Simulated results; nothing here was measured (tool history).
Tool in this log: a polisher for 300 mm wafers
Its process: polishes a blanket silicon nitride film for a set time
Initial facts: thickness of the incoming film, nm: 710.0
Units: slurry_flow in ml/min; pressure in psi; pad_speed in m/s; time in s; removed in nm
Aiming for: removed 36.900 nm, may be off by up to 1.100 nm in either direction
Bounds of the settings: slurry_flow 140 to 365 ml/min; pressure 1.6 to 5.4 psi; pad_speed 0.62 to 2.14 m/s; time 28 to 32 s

run    day  slurry_flow  pressure  pad_speed  time  removed
  1  0.000          235       3.5       1.38    32   65.638
  2  0.371          235       2.9       1.38    32   54.314
  3  0.512          235       2.7       1.38    32   50.738
  4  0.583          235       2.5       1.38    32   47.352
  5  0.779          290       2.5       1.38    32   48.187
  6  0.804          290       2.3       1.38    32   44.282
  7  1.075          290       2.2       1.38    32   42.954
  8  1.300          290       2.1       1.38    32   40.892

Which of these 5 next moves meets every target?
  A  1.525          355       1.9       1.22    32        ?
  B  1.525          300       1.9       1.40    31        ?
  C  1.525          325       2.2       1.42    31        ?
  D  1.525          245       2.4       1.38    31        ?
  E  1.525          255       2.2       1.38    31        ?

move  removed
   A   34.095
   B   36.375
   C   42.572
   D   44.053
   E   40.707
A: takes the result that was furthest off past its target
B: all results in spec
C: its largest miss is bigger than the last run's
D: its largest miss is bigger than the last run's
E: about as far from the targets as the last run
B meets every target.
